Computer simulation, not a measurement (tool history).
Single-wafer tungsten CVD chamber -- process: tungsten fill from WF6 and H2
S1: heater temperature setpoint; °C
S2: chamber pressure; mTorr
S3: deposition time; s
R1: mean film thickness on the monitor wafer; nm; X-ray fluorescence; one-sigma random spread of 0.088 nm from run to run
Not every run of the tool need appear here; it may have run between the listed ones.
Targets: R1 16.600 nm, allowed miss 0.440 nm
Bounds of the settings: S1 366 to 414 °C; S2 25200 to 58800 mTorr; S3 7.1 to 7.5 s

Run 1, day 0.000: S1 390 °C, S2 42000 mTorr, S3 7.5 s. Result: R1 22.406 nm.
Run 2, day 0.200: S1 390 °C, S2 44900 mTorr, S3 7.5 s. Result: R1 23.458 nm.
Run 3, day 0.312: S1 390 °C, S2 50300 mTorr, S3 7.5 s. Result: R1 24.657 nm.
Run 4, day 0.667: S1 385 °C, S2 50300 mTorr, S3 7.5 s. Result: R1 22.171 nm.
Run 5, day 0.788: S1 393 °C, S2 50300 mTorr, S3 7.5 s. Result: R1 26.380 nm.
Run 6, day 0.883: S1 393 °C, S2 46000 mTorr, S3 7.5 s. Result: R1 25.308 nm.
Run 7, day 0.975: S1 388 °C, S2 45700 mTorr, S3 7.5 s. Result: R1 22.547 nm.
Run 8, day 1.171: S1 384 °C, S2 45500 mTorr, S3 7.5 s. Result: R1 20.464 nm.
Run 9, day 1.438: S1 381 °C, S2 45400 mTorr, S3 7.5 s. Result: R1 18.969 nm.
Run 10, day 1.508: S1 379 °C, S2 45300 mTorr, S3 7.5 s. Result: R1 18.420 nm.
Run 11, day 1.800: S1 378 °C, S2 45200 mTorr, S3 7.5 s. Result: R1 17.973 nm.
Run 12, day 2.096: S1 377 °C, S2 45100 mTorr, S3 7.5 s. Result: R1 17.430 nm.

Pick the move, out of 4, that brings all results within their allowed miss; only one does.
Run A, day 2.392: S1 382 °C, S2 45000 mTorr, S3 7.2 s. Result: R1 ?.
Run B, day 2.392: S1 378 °C, S2 44100 mTorr, S3 7.1 s. Result: R1 ?.
Run C, day 2.392: S1 373 °C, S2 57800 mTorr, S3 7.3 s. Result: R1 ?.
Run D, day 2.392: S1 375 °C, S2 53500 mTorr, S3 7.5 s. Result: R1 ?.

move      R1
   A  18.729
   B  16.644
   C  17.476
   D  18.116
A: lands further from the targets than the last run did
B: all results in spec
C: lands further from the targets than the last run did
D: lands further from the targets than the last run did
The right move is B.
